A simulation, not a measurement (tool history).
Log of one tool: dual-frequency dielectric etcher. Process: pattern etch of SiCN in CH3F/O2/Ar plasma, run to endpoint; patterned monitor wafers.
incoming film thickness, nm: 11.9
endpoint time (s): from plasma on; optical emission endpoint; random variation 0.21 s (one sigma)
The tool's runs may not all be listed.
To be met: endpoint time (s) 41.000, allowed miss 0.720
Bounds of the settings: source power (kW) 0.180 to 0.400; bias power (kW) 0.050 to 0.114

run    day  source power (kW)  bias power (kW)  endpoint time (s)
  1  0.000              0.290            0.082             32.391
  2  0.121              0.270            0.082             33.392
  3  0.154              0.260            0.080             34.565
  4  0.471              0.280            0.080             33.327
  5  0.517              0.270            0.079             34.004
  6  0.829              0.270            0.065             36.632
  7  1.208              0.260            0.065             37.394
  8  1.400              0.250            0.065             38.252
  9  1.517              0.200            0.063             44.517

4 next moves are on the table. One of them brings every result within its allowed miss. Which?
  A  1.633              0.230            0.072                  ?
  B  1.633              0.240            0.062                  ?
  C  1.633              0.220            0.071                  ?
  D  1.633              0.220            0.066                  ?

move  endpoint time (s)
   A             38.449
   B             39.632
   C             39.682
   D             40.775
A: takes the result that was furthest off past its target
B: takes the result that was furthest off past its target
C: takes the result that was furthest off past its target
D: meets every target
Move D is the one to make.

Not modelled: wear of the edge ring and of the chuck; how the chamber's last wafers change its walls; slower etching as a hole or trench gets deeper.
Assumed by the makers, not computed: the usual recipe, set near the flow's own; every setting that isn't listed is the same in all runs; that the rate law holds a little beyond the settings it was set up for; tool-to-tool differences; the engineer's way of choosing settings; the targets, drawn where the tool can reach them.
